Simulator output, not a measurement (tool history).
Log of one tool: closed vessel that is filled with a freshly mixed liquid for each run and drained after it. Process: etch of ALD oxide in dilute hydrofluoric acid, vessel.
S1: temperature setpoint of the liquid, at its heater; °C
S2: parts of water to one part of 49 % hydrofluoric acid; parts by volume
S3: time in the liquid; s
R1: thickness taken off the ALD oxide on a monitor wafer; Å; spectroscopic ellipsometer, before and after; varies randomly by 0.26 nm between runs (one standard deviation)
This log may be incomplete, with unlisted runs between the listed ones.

run 1 hour=0.0 | S1=25.0 S2=120 S3=190 | R1=358.27
run 2 hour=0.6 | S1=22.5 S2=120 S3=190 | R1=329.62
run 3 hour=1.5 | S1=24.0 S2=120 S3=190 | R1=345.81
run 4 hour=8.2 | S1=25.0 S2=120 S3=190 | R1=361.44
run 5 hour=12.7 | S1=23.0 S2=120 S3=190 | R1=332.89
run 6 hour=20.4 | S1=24.0 S2=120 S3=190 | R1=343.27
run 7 hour=21.8 | S1=25.0 S2=120 S3=190 | R1=359.31

What does the tool deliver on the next run?
run 8 hour=23.4 | S1=25.5 S2=120 S3=190 | R1=?

R1: 369.50 Å
